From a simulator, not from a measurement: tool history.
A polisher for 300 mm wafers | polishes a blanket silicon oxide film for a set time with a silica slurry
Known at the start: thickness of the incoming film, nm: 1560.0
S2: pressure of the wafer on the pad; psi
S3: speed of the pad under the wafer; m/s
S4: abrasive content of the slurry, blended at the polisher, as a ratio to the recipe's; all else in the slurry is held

run 1 day=0.000 | flow_of_slurry_(ml/min)=205 S2=2.8 S3=1.20 S4=1.0 polishing_time_(s)=26 | film_removed_(angstrom)=662.85
run 2 day=0.154 | flow_of_slurry_(ml/min)=205 S2=2.8 S3=0.94 S4=1.0 polishing_time_(s)=26 | film_removed_(angstrom)=571.28
run 3 day=0.425 | flow_of_slurry_(ml/min)=205 S2=3.3 S3=0.94 S4=1.0 polishing_time_(s)=26 | film_removed_(angstrom)=662.60
run 4 day=0.633 | flow_of_slurry_(ml/min)=205 S2=3.3 S3=0.94 S4=1.0 polishing_time_(s)=23 | film_removed_(angstrom)=594.42
run 5 day=0.704 | flow_of_slurry_(ml/min)=205 S2=3.6 S3=0.96 S4=1.0 polishing_time_(s)=23 | film_removed_(angstrom)=659.76
run 6 day=1.075 | flow_of_slurry_(ml/min)=205 S2=3.8 S3=0.96 S4=1.0 polishing_time_(s)=23 | film_removed_(angstrom)=694.20

The next listed run, before its measurement:
run 7 day=1.304 | flow_of_slurry_(ml/min)=205 S2=4.0 S3=0.96 S4=1.0 polishing_time_(s)=23 | film_removed_(angstrom)=?

{"run 7": {"film removed (angstrom)": 715.95}}

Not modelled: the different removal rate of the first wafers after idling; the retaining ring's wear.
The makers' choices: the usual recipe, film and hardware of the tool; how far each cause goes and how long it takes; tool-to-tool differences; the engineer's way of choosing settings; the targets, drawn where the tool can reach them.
